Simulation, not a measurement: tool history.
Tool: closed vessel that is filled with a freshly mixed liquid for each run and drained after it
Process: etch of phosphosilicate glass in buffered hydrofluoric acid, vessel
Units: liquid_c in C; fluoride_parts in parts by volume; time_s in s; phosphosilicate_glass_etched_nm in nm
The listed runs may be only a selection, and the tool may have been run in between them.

run,hour,liquid_c,fluoride_parts,time_s,phosphosilicate_glass_etched_nm
1,0,21,23.5,95,196.87
2,6.6,21,17,95,258.72
3,12.2,22.5,17,95,276.41
4,21.5,22.5,23,95,215.77
5,28.4,24,22,95,246.27
6,34.4,21,22,95,204.94
7,43.2,23,22,95,231.62

What does the tool deliver on the next run?
8,52.4,24.5,21.5,95,?

{"run 8": {"phosphosilicate_glass_etched_nm": 254.57}}
